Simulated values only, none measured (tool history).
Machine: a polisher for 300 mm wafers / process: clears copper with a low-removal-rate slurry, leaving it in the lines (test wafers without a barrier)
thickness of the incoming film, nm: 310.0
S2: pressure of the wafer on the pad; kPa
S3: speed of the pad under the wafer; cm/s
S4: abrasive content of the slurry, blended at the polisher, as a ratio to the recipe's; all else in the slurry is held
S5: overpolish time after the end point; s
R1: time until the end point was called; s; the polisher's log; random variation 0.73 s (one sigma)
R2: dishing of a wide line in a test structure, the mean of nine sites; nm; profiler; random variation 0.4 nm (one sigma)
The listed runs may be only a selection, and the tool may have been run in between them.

{"run": 1, "hour": 0.0, "flow of slurry (ml/min)": 140, "S2": 21.4, "S3": 106, "S4": 1.0, "S5": 18, "R1": 86.467, "R2": 24.869}
{"run": 2, "hour": 3.2, "flow of slurry (ml/min)": 140, "S2": 22.8, "S3": 106, "S4": 1.0, "S5": 18, "R1": 80.823, "R2": 25.206}
{"run": 3, "hour": 7.1, "flow of slurry (ml/min)": 140, "S2": 22.8, "S3": 120, "S4": 1.0, "S5": 18, "R1": 73.682, "R2": 26.587}
{"run": 4, "hour": 8.8, "flow of slurry (ml/min)": 140, "S2": 22.8, "S3": 120, "S4": 1.2, "S5": 18, "R1": 67.958, "R2": 27.787}
{"run": 5, "hour": 10.2, "flow of slurry (ml/min)": 140, "S2": 23.4, "S3": 120, "S4": 1.2, "S5": 18, "R1": 64.913, "R2": 27.223}
{"run": 6, "hour": 13.3, "flow of slurry (ml/min)": 140, "S2": 20.0, "S3": 120, "S4": 1.2, "S5": 18, "R1": 75.348, "R2": 25.813}
{"run": 7, "hour": 21.3, "flow of slurry (ml/min)": 140, "S2": 21.4, "S3": 120, "S4": 1.2, "S5": 18, "R1": 72.003, "R2": 27.295}
{"run": 8, "hour": 22.3, "flow of slurry (ml/min)": 140, "S2": 22.1, "S3": 120, "S4": 1.2, "S5": 18, "R1": 69.244, "R2": 27.259}
{"run": 9, "hour": 28.4, "flow of slurry (ml/min)": 140, "S2": 22.8, "S3": 120, "S4": 1.2, "S5": 18, "R1": 69.164, "R2": 27.341}
{"run": 10, "hour": 36.0, "flow of slurry (ml/min)": 140, "S2": 23.4, "S3": 120, "S4": 1.2, "S5": 18, "R1": 66.271, "R2": 26.931}

Run 11 comes next. What will it give?
{"run": 11, "hour": 41.7, "flow of slurry (ml/min)": 140, "S2": 24.1, "S3": 120, "S4": 1.2, "S5": 18, "R1": "?", "R2": "?"}

{"run 11": {"R1": 62.811, "R2": 27.057}}
